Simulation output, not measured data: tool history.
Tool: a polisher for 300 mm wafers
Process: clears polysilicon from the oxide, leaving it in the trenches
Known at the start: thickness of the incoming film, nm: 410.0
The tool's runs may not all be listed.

run	hour	flow of slurry (ml/min)	pressure of the wafer on the pad (psi)	speed of the pad under the wafer (cm/s)	overpolish time after the end point (s)	time until the end point was called (s)	dishing of a wide line in a test structure (Å)
1	0.0	235	2.6	106	22	29.619	263.51
2	8.2	235	3.2	106	22	24.083	268.34
3	16.4	230	2.7	94	21	32.697	251.95
4	21.2	230	2.7	108	21	28.587	250.38
5	26.6	230	3.0	108	21	25.535	258.51
6	27.2	230	3.0	96	21	28.661	265.47

The next listed run, before its measurement:
7	34.4	225	2.6	88	21	?	?

Run 7 gave time until the end point was called (s) 36.509, dishing of a wide line in a test structure (Å) 260.65.
